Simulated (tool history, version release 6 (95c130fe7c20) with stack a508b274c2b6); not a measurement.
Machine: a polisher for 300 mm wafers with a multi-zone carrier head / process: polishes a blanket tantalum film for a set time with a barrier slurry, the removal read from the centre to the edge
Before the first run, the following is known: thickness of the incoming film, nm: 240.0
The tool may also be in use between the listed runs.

| run | hour | flow of slurry (ml/min) | pressure of the head's centre zone | pressure of the head's middle zone | pressure of the head's edge zone | abrasive content of the slurry | polishing time (s) | film removed at the wafer's centre (angstrom) | film removed at mid-radius (angstrom) | film removed at the wafer's edge (angstrom) |
|---|---|---|---|---|---|---|---|---|---|---|
| 1 | 0.0 | 310 | 1.00 | 1.00 | 1.00 | 1.00 | 36 | 429.35 | 426.30 | 436.58 |
| 2 | 3.6 | 310 | 1.00 | 1.03 | 1.02 | 1.10 | 36 | 433.65 | 450.55 | 454.50 |
| 3 | 5.8 | 310 | 1.00 | 1.03 | 1.02 | 1.10 | 31 | 369.07 | 386.62 | 385.17 |
| 4 | 12.3 | 310 | 1.00 | 1.03 | 1.09 | 1.10 | 31 | 372.44 | 387.75 | 402.26 |
| 5 | 17.0 | 310 | 0.97 | 1.03 | 1.09 | 1.10 | 31 | 377.17 | 384.38 | 403.10 |
| 6 | 23.2 | 315 | 0.98 | 1.05 | 1.09 | 1.20 | 32 | 386.29 | 409.70 | 430.78 |
| 7 | 27.5 | 315 | 1.01 | 1.07 | 1.08 | 1.25 | 33 | 407.99 | 434.33 | 427.25 |

Run 8 is up next; what results do you expect?
| 8 | 30.5 | 315 | 1.00 | 1.08 | 1.09 | 1.30 | 34 | ? | ? | ? |

Logged for run 8: film removed at the wafer's centre (angstrom) 433.82, film removed at mid-radius (angstrom) 452.69, film removed at the wafer's edge (angstrom) 448.76.

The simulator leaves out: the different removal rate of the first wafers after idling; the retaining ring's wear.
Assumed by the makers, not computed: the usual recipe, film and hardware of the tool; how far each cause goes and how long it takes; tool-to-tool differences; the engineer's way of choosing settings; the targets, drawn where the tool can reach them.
